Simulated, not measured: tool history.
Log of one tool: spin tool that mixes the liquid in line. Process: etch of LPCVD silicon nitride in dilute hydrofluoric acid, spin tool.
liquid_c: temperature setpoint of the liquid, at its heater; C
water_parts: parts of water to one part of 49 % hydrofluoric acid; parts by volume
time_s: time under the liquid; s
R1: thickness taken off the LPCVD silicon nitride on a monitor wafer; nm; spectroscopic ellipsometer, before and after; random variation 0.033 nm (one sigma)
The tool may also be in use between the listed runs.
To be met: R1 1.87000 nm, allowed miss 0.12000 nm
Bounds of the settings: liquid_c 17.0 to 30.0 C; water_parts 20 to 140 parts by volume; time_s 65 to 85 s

run 1 hour=0.0 | liquid_c=22.0 water_parts=75 time_s=85 | R1=0.51773
run 2 hour=4.8 | liquid_c=22.0 water_parts=75 time_s=65 | R1=0.37876
run 3 hour=13.6 | liquid_c=22.0 water_parts=50 time_s=65 | R1=0.57266
run 4 hour=15.9 | liquid_c=23.5 water_parts=45 time_s=70 | R1=0.73547
run 5 hour=20.4 | liquid_c=24.5 water_parts=40 time_s=70 | R1=0.89658
run 6 hour=26.1 | liquid_c=25.5 water_parts=35 time_s=70 | R1=1.14920
run 7 hour=33.4 | liquid_c=29.5 water_parts=35 time_s=70 | R1=1.42600
-- hour=34.6 thermometer replaced
run 8 hour=34.6 | liquid_c=30.0 water_parts=20 time_s=80 | R1=3.34630
run 9 hour=36.3 | liquid_c=29.0 water_parts=20 time_s=80 | R1=3.06430
run 10 hour=42.6 | liquid_c=29.0 water_parts=20 time_s=80 | R1=3.15990
run 11 hour=45.2 | liquid_c=27.5 water_parts=20 time_s=80 | R1=2.85730
run 12 hour=52.1 | liquid_c=27.5 water_parts=20 time_s=80 | R1=2.81100

Which of these 4 next moves meets every target?
run A hour=59.0 | liquid_c=30.0 water_parts=30 time_s=65 | R1=?
run B hour=59.0 | liquid_c=25.0 water_parts=30 time_s=70 | R1=?
run C hour=59.0 | liquid_c=30.0 water_parts=20 time_s=85 | R1=?
run D hour=59.0 | liquid_c=26.0 water_parts=25 time_s=85 | R1=?

move=A R1=1.82820
move=B R1=1.41230
move=C R1=3.53670
move=D R1=2.18770
A: meets every target
B: takes the result that was furthest off past its target
C: further off than the last run
D: nearer than the last run, and not there yet
Move A is the one to make.

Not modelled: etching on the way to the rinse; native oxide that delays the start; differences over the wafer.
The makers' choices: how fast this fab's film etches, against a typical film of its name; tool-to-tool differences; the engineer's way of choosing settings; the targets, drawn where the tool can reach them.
